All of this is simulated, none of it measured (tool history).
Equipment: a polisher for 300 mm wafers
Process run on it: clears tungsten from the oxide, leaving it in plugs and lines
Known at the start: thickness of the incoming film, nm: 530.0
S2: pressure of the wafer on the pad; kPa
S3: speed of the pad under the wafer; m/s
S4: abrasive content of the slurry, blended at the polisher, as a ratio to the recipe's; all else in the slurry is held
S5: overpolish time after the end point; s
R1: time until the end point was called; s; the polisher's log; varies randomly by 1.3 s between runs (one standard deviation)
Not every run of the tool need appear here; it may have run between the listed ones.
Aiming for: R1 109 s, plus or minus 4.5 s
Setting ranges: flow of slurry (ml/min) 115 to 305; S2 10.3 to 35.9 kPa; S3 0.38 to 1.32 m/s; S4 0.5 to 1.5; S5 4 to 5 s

Run 1, hour 0: flow of slurry (ml/min) 195, S2 22.8 kPa, S3 0.84 m/s, S4 1, S5 5 s. Result: R1 139.8 s.
Run 2, hour 3.8: flow of slurry (ml/min) 195, S2 24.1 kPa, S3 0.84 m/s, S4 1, S5 5 s. Result: R1 132.78 s.
Run 3, hour 8.7: flow of slurry (ml/min) 195, S2 24.1 kPa, S3 0.84 m/s, S4 0.8, S5 5 s. Result: R1 137.34 s.
Run 4, hour 11.7: flow of slurry (ml/min) 195, S2 25.5 kPa, S3 0.84 m/s, S4 0.8, S5 5 s. Result: R1 133.99 s.
Run 5, hour 19: flow of slurry (ml/min) 195, S2 25.5 kPa, S3 0.72 m/s, S4 0.8, S5 5 s. Result: R1 147.79 s.
Run 6, hour 26.6: flow of slurry (ml/min) 195, S2 26.9 kPa, S3 0.72 m/s, S4 0.8, S5 5 s. Result: R1 143.95 s.
Run 7, hour 28.2: flow of slurry (ml/min) 195, S2 28.3 kPa, S3 0.72 m/s, S4 0.8, S5 5 s. Result: R1 132.81 s.
Run 8, hour 33.7: flow of slurry (ml/min) 195, S2 29 kPa, S3 0.72 m/s, S4 0.8, S5 5 s. Result: R1 131.42 s.
Run 9, hour 34.5: flow of slurry (ml/min) 195, S2 29 kPa, S3 0.72 m/s, S4 0.8, S5 5 s. Result: R1 131.11 s.
Run 10, hour 42.6: flow of slurry (ml/min) 195, S2 29.6 kPa, S3 0.72 m/s, S4 0.8, S5 5 s. Result: R1 129.79 s.
Run 11, hour 45.1: flow of slurry (ml/min) 195, S2 31 kPa, S3 0.72 m/s, S4 0.8, S5 5 s. Result: R1 125.06 s.
Run 12, hour 50.8: flow of slurry (ml/min) 195, S2 31.7 kPa, S3 0.72 m/s, S4 0.8, S5 5 s. Result: R1 121.73 s.
Run 13, hour 54: flow of slurry (ml/min) 195, S2 32.4 kPa, S3 0.72 m/s, S4 0.8, S5 5 s. Result: R1 119.06 s.
Run 14, hour 56.1: flow of slurry (ml/min) 195, S2 32.4 kPa, S3 0.72 m/s, S4 0.8, S5 5 s. Result: R1 120.02 s.
Run 15, hour 62.8: flow of slurry (ml/min) 195, S2 33.1 kPa, S3 0.72 m/s, S4 0.8, S5 5 s. Result: R1 116.42 s.
Run 16, hour 65.8: flow of slurry (ml/min) 195, S2 33.8 kPa, S3 0.72 m/s, S4 0.8, S5 5 s. Result: R1 114.31 s.

Exercise: of the 5 proposed moves below, exactly one satisfies all targets within the stated allowed misses. Which move is it?
Run A, hour 68.8: flow of slurry (ml/min) 215, S2 35.9 kPa, S3 0.72 m/s, S4 0.5, S5 4 s. Result: R1 ?.
Run B, hour 68.8: flow of slurry (ml/min) 165, S2 35.9 kPa, S3 0.62 m/s, S4 0.85, S5 4 s. Result: R1 ?.
Run C, hour 68.8: flow of slurry (ml/min) 215, S2 27.6 kPa, S3 0.74 m/s, S4 1.15, S5 5 s. Result: R1 ?.
Run D, hour 68.8: flow of slurry (ml/min) 165, S2 31.7 kPa, S3 0.78 m/s, S4 0.65, S5 5 s. Result: R1 ?.
Run E, hour 68.8: flow of slurry (ml/min) 205, S2 30.3 kPa, S3 0.86 m/s, S4 0.85, S5 5 s. Result: R1 ?.

move      R1
   A  119.42
   B  124.64
   C  124.02
   D  123.75
   E  108.43
A: moves away from the targets compared with the last run
B: moves away from the targets compared with the last run
C: moves away from the targets compared with the last run
D: moves away from the targets compared with the last run
E: all results land within tolerance of their targets
So the answer is move E, the one that meets all the targets.
